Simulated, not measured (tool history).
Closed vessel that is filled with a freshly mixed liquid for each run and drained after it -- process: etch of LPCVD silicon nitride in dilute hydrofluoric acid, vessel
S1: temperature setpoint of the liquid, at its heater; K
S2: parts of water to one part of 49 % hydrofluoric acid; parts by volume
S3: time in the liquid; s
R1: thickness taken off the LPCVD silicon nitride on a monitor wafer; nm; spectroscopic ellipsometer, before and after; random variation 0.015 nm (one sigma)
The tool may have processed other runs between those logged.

run	day	S1	S2	S3	R1
1	0	295.15	110	660	2.868
2	0.25	295.15	85	660	3.7114
3	0.383	295.15	60	660	5.2047
4	0.429	295.15	20	660	15.005
5	0.758	293.65	30	660	9.2444
6	0.988	292.65	35	660	7.4035
7	1.162	291.65	40	660	6.0202
8	1.492	291.15	40	660	5.8474

What will run 9 give?
9	1.6	290.65	40	660	?

R1: 5.6733 nm

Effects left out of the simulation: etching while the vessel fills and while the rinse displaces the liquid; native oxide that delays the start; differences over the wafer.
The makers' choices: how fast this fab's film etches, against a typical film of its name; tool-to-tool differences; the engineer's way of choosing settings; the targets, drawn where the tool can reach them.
